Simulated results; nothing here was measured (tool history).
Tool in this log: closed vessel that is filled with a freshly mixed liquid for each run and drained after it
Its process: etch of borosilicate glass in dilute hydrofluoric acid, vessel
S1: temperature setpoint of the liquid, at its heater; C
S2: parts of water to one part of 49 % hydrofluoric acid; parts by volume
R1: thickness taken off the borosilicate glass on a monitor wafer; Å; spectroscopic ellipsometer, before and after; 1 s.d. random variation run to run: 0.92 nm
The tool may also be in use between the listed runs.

Run 1, hour 0.0: S1 21.0 C, S2 75 parts by volume, time in the liquid (s) 90. Result: R1 420.97 Å.
Run 2, hour 3.9: S1 22.0 C, S2 70 parts by volume, time in the liquid (s) 90. Result: R1 482.42 Å.
Run 3, hour 7.4: S1 25.0 C, S2 70 parts by volume, time in the liquid (s) 90. Result: R1 534.78 Å.
Run 4, hour 11.4: S1 25.5 C, S2 65 parts by volume, time in the liquid (s) 90. Result: R1 596.32 Å.
Run 5, hour 18.7: S1 25.5 C, S2 80 parts by volume, time in the liquid (s) 90. Result: R1 473.98 Å.
Run 6, hour 23.7: S1 25.5 C, S2 80 parts by volume, time in the liquid (s) 90. Result: R1 466.77 Å.
Run 7, hour 25.1: S1 26.0 C, S2 75 parts by volume, time in the liquid (s) 90. Result: R1 515.31 Å.
Run 8, hour 27.8: S1 26.5 C, S2 70 parts by volume, time in the liquid (s) 90. Result: R1 564.52 Å.

What will run 9 give?
Run 9, hour 32.8: S1 29.0 C, S2 40 parts by volume, time in the liquid (s) 90. Result: R1 ?.

{"run 9": {"R1": 1152.9}}

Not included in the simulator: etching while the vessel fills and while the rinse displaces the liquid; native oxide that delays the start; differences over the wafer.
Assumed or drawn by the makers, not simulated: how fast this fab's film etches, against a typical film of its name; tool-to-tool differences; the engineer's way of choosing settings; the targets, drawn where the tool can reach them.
